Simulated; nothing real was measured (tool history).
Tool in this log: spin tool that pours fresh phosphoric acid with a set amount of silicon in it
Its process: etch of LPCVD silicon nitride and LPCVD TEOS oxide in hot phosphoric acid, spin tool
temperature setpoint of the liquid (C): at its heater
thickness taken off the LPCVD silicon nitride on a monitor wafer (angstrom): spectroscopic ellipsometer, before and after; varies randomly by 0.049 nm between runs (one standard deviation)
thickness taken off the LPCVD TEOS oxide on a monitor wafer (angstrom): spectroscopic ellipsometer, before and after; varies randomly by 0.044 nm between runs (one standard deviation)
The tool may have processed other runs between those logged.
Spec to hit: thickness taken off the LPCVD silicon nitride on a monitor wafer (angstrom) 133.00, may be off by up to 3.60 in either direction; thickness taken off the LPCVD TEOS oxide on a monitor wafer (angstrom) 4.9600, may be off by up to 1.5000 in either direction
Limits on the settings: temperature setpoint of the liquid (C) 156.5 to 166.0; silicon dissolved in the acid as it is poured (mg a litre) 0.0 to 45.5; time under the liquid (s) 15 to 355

run	hour	temperature setpoint of the liquid (C)	silicon dissolved in the acid as it is poured (mg a litre)	time under the liquid (s)	thickness taken off the LPCVD silicon nitride on a monitor wafer (angstrom)	thickness taken off the LPCVD TEOS oxide on a monitor wafer (angstrom)
1	0.0	161.0	20.0	180	165.02	3.3436
2	1.8	160.5	14.5	175	158.97	4.5109
3	7.8	159.5	14.5	175	152.63	3.5274
4	13.9	159.5	14.5	115	100.59	2.4227
5	20.9	161.0	14.5	120	109.92	2.9596
6	23.2	162.0	14.5	120	114.12	3.7175
7	25.7	163.0	15.5	120	117.61	2.9791
8	34.0	163.5	13.0	125	124.97	4.2182
9	34.8	164.0	13.0	125	126.17	3.7214
10	36.2	164.5	11.5	125	128.42	4.0093
11	44.4	164.5	10.0	125	128.38	4.0797
12	46.7	164.5	8.5	125	128.17	4.7731
# hour 48.5: heated supply line repaired
13	48.5	165.0	8.5	125	141.03	4.9447
14	56.6	164.5	8.0	125	137.97	5.2312

Exercise: of the 4 proposed moves below, exactly one satisfies all targets within the stated allowed misses. Which move is it?
A	64.7	161.5	3.0	140	?	?
B	64.7	166.0	14.5	125	?	?
C	64.7	165.5	3.5	125	?	?
D	64.7	162.0	7.0	130	?	?

move	thickness taken off the LPCVD silicon nitride on a monitor wafer (angstrom)	thickness taken off the LPCVD TEOS oxide on a monitor wafer (angstrom)
A	139.78	5.8658
B	144.79	5.6611
C	142.44	6.9436
D	131.98	5.2161
A: moves away from the targets compared with the last run
B: moves away from the targets compared with the last run
C: moves away from the targets compared with the last run
D: each result inside its tolerance
D is the move that brings every result within its allowed miss.
